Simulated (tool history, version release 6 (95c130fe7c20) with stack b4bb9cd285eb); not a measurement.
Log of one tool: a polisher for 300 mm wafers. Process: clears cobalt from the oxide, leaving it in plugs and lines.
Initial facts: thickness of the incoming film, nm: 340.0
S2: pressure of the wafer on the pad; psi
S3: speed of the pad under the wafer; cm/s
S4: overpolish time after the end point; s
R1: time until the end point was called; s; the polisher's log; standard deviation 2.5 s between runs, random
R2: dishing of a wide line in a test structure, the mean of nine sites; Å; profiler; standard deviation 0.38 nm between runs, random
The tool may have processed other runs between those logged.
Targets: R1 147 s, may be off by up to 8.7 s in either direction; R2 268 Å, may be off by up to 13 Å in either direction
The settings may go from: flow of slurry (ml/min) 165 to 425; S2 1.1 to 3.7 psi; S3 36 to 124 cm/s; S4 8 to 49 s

Run 1, hour 0: flow of slurry (ml/min) 275, S2 2.4 psi, S3 80 cm/s, S4 25 s. Result: R1 67.117 s, R2 522.97 Å.
Run 2, hour 7.5: flow of slurry (ml/min) 275, S2 2.9 psi, S3 80 cm/s, S4 25 s. Result: R1 58.135 s, R2 574.2 Å.
Run 3, hour 10.8: flow of slurry (ml/min) 270, S2 2.5 psi, S3 72 cm/s, S4 21 s. Result: R1 74.848 s, R2 480.47 Å.
Run 4, hour 12.2: flow of slurry (ml/min) 270, S2 2.5 psi, S3 64 cm/s, S4 21 s. Result: R1 85.881 s, R2 456.45 Å.
At hour 14.6: head pressure recalibrated.
Run 5, hour 14.6: flow of slurry (ml/min) 275, S2 2.2 psi, S3 62 cm/s, S4 18 s. Result: R1 107.66 s, R2 375.59 Å.
Run 6, hour 18.7: flow of slurry (ml/min) 300, S2 2.2 psi, S3 62 cm/s, S4 18 s. Result: R1 101.51 s, R2 365.43 Å.
Run 7, hour 24.2: flow of slurry (ml/min) 315, S2 2 psi, S3 62 cm/s, S4 18 s. Result: R1 117.51 s, R2 350.67 Å.
Run 8, hour 25.2: flow of slurry (ml/min) 315, S2 2 psi, S3 62 cm/s, S4 18 s. Result: R1 112.3 s, R2 342.66 Å.

Of the 5 settings listed for the next run, only one would bring every result within its allowed miss of target. Which one?
Run A, hour 26.2: flow of slurry (ml/min) 300, S2 2 psi, S3 92 cm/s, S4 15 s. Result: R1 ?, R2 ?.
Run B, hour 26.2: flow of slurry (ml/min) 285, S2 1.7 psi, S3 56 cm/s, S4 19 s. Result: R1 ?, R2 ?.
Run C, hour 26.2: flow of slurry (ml/min) 235, S2 1.6 psi, S3 60 cm/s, S4 16 s. Result: R1 ?, R2 ?.
Run D, hour 26.2: flow of slurry (ml/min) 340, S2 2.2 psi, S3 72 cm/s, S4 16 s. Result: R1 ?, R2 ?.
Run E, hour 26.2: flow of slurry (ml/min) 335, S2 1.7 psi, S3 46 cm/s, S4 23 s. Result: R1 ?, R2 ?.

move      R1      R2
   A  75.958  395.81
   B  144.11  303.39
   C   145.6  264.73
   D  87.003  379.08
   E  171.53  307.69
A: lands further from the targets than the last run did
B: moves toward the targets from the last run without getting all of them in spec
C: all results in spec
D: lands further from the targets than the last run did
E: moves toward the targets from the last run without getting all of them in spec
The right move is C.
